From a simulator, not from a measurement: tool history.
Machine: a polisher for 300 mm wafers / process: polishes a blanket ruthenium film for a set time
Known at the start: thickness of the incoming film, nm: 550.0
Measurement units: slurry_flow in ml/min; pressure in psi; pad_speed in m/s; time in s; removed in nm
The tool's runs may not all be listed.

run	day	slurry_flow	pressure	pad_speed	time	removed
1	0.000	175	1.8	1.28	122	160.340
2	0.188	170	1.5	1.26	122	130.090
3	0.271	195	1.5	1.26	122	133.080
4	0.496	195	1.5	1.00	122	106.180
5	0.671	195	1.8	1.00	122	125.090
6	0.846	195	1.8	0.88	122	112.150
7	0.925	195	1.7	0.88	122	105.910

What does the tool deliver on the next run?
8	1.183	195	1.6	0.88	122	?

{"run 8": {"removed": 99.326}}
